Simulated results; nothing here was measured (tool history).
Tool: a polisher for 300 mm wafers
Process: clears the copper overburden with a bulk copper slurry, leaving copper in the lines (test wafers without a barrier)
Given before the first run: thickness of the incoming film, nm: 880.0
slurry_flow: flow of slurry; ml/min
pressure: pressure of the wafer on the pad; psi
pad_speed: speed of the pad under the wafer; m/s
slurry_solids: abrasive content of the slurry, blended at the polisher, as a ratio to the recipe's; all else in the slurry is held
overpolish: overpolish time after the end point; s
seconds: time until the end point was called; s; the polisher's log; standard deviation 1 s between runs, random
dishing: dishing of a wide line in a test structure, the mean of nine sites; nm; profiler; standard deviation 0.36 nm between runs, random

Run 1, hour 0.0: slurry_flow 145 ml/min, pressure 3.1 psi, pad_speed 1.06 m/s, slurry_solids 1.00, overpolish 15 s. Result: seconds 73.871 s, dishing 39.175 nm.
Run 2, hour 2.2: slurry_flow 145 ml/min, pressure 3.1 psi, pad_speed 1.06 m/s, slurry_solids 1.15, overpolish 15 s. Result: seconds 70.374 s, dishing 39.513 nm.
Run 3, hour 5.3: slurry_flow 145 ml/min, pressure 3.1 psi, pad_speed 1.06 m/s, slurry_solids 0.95, overpolish 15 s. Result: seconds 73.550 s, dishing 39.470 nm.
Run 4, hour 7.0: slurry_flow 145 ml/min, pressure 2.6 psi, pad_speed 1.06 m/s, slurry_solids 0.95, overpolish 15 s. Result: seconds 87.512 s, dishing 37.846 nm.
Run 5, hour 15.3: slurry_flow 145 ml/min, pressure 2.6 psi, pad_speed 1.06 m/s, slurry_solids 0.95, overpolish 18 s. Result: seconds 89.632 s, dishing 38.510 nm.
Run 6, hour 19.1: slurry_flow 155 ml/min, pressure 2.4 psi, pad_speed 1.16 m/s, slurry_solids 1.05, overpolish 16 s. Result: seconds 83.350 s, dishing 38.102 nm.
Run 7, hour 22.2: slurry_flow 165 ml/min, pressure 2.2 psi, pad_speed 1.24 m/s, slurry_solids 1.10, overpolish 14 s. Result: seconds 88.728 s, dishing 37.133 nm.

Run 8 has not been measured yet. What should we expect?
Run 8, hour 27.2: slurry_flow 155 ml/min, pressure 2.2 psi, pad_speed 1.30 m/s, slurry_solids 1.15, overpolish 12 s. Result: seconds ?, dishing ?.

seconds: 82.142 s
dishing: 35.252 nm
